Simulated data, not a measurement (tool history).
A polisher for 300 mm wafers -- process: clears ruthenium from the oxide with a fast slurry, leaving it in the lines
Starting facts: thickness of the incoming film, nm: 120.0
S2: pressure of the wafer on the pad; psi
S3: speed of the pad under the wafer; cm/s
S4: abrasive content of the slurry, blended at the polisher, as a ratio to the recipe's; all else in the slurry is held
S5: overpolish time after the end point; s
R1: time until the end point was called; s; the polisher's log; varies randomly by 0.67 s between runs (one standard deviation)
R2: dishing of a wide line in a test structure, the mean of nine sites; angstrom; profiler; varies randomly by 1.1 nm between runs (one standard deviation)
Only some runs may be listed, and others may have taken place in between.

run 1 hour=0.0 | flow_of_slurry_(ml/min)=230 S2=3.4 S3=100 S4=1.00 S5=25 | R1=28.335 R2=829.98
run 2 hour=2.7 | flow_of_slurry_(ml/min)=230 S2=2.8 S3=100 S4=1.00 S5=25 | R1=35.235 R2=696.03
run 3 hour=8.5 | flow_of_slurry_(ml/min)=230 S2=2.8 S3=100 S4=0.85 S5=25 | R1=37.376 R2=658.53
run 4 hour=13.2 | flow_of_slurry_(ml/min)=230 S2=2.2 S3=100 S4=0.85 S5=25 | R1=48.370 R2=524.36
run 5 hour=17.7 | flow_of_slurry_(ml/min)=230 S2=2.2 S3=100 S4=0.80 S5=25 | R1=50.318 R2=509.83
run 6 hour=21.6 | flow_of_slurry_(ml/min)=230 S2=2.4 S3=100 S4=0.80 S5=23 | R1=45.731 R2=504.84
run 7 hour=29.0 | flow_of_slurry_(ml/min)=230 S2=2.5 S3=100 S4=0.80 S5=22 | R1=44.322 R2=525.45
run 8 hour=37.7 | flow_of_slurry_(ml/min)=230 S2=2.6 S3=100 S4=0.80 S5=20 | R1=42.068 R2=485.33

For run 9, what comes out?
run 9 hour=42.1 | flow_of_slurry_(ml/min)=230 S2=2.6 S3=100 S4=0.80 S5=20 | R1=? R2=?

Run 9 gave R1 41.722 s, R2 460.47 angstrom.

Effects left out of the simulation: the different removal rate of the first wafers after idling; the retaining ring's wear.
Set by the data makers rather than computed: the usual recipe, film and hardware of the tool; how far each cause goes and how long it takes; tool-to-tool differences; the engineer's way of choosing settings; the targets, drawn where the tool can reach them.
